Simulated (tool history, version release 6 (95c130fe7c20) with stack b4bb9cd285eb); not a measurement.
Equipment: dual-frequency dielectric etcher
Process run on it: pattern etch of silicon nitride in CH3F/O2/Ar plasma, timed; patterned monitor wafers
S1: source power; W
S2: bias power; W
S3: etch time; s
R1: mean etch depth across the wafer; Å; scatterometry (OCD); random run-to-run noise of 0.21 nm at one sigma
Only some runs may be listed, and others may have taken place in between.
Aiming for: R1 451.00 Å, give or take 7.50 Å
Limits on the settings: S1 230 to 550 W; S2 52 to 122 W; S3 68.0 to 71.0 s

run,hour,S1,S2,S3,R1
1,0.0,390,87,68.0,522.63
2,3.4,390,75,68.0,495.34
3,12.3,390,75,71.0,520.88
4,19.7,390,85,71.0,543.95
5,26.8,390,85,71.0,547.42
6,30.8,390,80,71.0,531.25
7,31.9,390,80,71.0,531.10
8,36.6,350,78,71.0,507.77
9,44.7,270,72,71.0,435.36
10,53.1,280,72,71.0,439.84

Which one of the following 5 next-run settings gets every result inside its allowed miss? There is exactly one.
A,61.5,310,76,68.0,?
B,61.5,260,98,69.0,?
C,61.5,290,79,71.0,?
D,61.5,370,62,70.5,?
E,61.5,270,75,69.0,?

move,R1
A,452.34
B,472.29
C,466.07
D,466.72
E,429.59
A: all results land within tolerance of their targets
B: moves the result that the last run missed by most past its target, out the other side
C: moves the result that the last run missed by most past its target, out the other side
D: moves the result that the last run missed by most past its target, out the other side
E: its largest miss is bigger than the last run's
The move that meets every target is A.
